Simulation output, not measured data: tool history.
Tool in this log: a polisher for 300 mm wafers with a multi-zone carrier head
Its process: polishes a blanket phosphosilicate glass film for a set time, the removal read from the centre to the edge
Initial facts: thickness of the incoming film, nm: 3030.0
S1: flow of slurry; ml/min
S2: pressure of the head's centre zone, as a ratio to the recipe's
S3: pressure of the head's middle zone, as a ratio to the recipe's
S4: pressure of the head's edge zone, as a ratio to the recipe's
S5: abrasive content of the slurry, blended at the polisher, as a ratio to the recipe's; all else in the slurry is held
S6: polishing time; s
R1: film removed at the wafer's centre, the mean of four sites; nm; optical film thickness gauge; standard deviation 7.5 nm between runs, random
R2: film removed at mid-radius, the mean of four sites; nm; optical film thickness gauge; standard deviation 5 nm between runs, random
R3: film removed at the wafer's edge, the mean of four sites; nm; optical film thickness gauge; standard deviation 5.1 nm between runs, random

run	hour	S1	S2	S3	S4	S5	S6	R1	R2	R3
1	0	285	1	1	1	1	58	521.76	502.87	537.6
2	5.6	300	1.05	1.01	1.05	1.15	58	587.83	537.06	583.71
3	10.8	310	1.08	1.02	1.08	1.25	59	637.88	570.94	625.71
4	19.2	250	1.08	1.02	1.08	1.25	59	624.93	556.23	615.16
5	27.4	250	1.08	1.06	1.08	1.25	59	613.17	578.1	615.11
6	35.7	250	1.08	1.06	1.08	1.1	59	586.11	551.68	579.83
7	42.8	250	1.08	1.06	1.08	1.1	59	594.32	549.46	583.27

Run 8 is up next; what results do you expect?
8	44.1	270	1.11	1.06	1.11	1.2	60	?	?	?

Run 8 produced R1 640.8 nm, R2 577.89 nm, R3 626.07 nm.

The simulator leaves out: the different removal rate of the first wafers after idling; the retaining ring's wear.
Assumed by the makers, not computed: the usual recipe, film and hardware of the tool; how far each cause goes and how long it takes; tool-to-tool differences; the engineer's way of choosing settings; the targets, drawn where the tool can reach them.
